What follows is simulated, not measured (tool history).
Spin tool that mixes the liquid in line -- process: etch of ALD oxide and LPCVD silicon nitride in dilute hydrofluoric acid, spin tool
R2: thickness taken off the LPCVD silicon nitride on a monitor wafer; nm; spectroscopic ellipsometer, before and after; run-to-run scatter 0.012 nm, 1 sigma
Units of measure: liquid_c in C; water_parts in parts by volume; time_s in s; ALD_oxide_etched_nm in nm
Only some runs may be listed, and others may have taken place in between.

run 1 hour=0 | liquid_c=22 water_parts=290 time_s=180 | ALD_oxide_etched_nm=7.8995 R2=0.26502
run 2 hour=3.6 | liquid_c=21 water_parts=305 time_s=180 | ALD_oxide_etched_nm=7.1479 R2=0.20925
run 3 hour=9 | liquid_c=21 water_parts=305 time_s=235 | ALD_oxide_etched_nm=9.3159 R2=0.30005
run 4 hour=9.8 | liquid_c=20.5 water_parts=330 time_s=235 | ALD_oxide_etched_nm=8.2791 R2=0.2691
run 5 hour=16.8 | liquid_c=20.5 water_parts=380 time_s=235 | ALD_oxide_etched_nm=6.9313 R2=0.26425
run 6 hour=22.4 | liquid_c=20 water_parts=395 time_s=235 | ALD_oxide_etched_nm=6.4085 R2=0.21002

The next listed run, before its measurement:
run 7 hour=27.8 | liquid_c=17 water_parts=480 time_s=235 | ALD_oxide_etched_nm=? R2=?

{"run 7": {"ALD_oxide_etched_nm": 4.458, "R2": 0.1515}}
